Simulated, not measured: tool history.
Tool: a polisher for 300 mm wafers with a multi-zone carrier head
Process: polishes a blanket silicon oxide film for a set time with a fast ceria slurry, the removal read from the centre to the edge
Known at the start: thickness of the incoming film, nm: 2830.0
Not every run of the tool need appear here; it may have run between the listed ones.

run	day	flow of slurry (ml/min)	pressure of the head's centre zone	pressure of the head's middle zone	pressure of the head's edge zone	polishing time (s)	film removed at the wafer's centre (nm)	film removed at mid-radius (nm)	film removed at the wafer's edge (nm)
1	0	310	1	1	1	88	1132.4	1149.9	1175.9
2	0.025	310	1	1.01	0.96	79	996.18	1043.6	1043.5
3	0.4	310	1.07	1.01	0.96	79	1078	1035.2	1034.3
4	0.575	310	1.07	1.03	0.93	72	989.26	968.85	916.6
5	0.75	250	1.07	1.03	0.93	72	972.03	935.54	924.07
6	0.954	255	1.06	1.04	0.91	68	923.79	916.2	853.94
7	1.258	250	1.04	1.03	0.89	66	856.42	860.55	832.09

Forecast run 8:
8	1.542	260	1.03	1.11	0.84	54	?	?	?

Run 8 gave film removed at the wafer's centre (nm) 704.58, film removed at mid-radius (nm) 766.88, film removed at the wafer's edge (nm) 654.01.
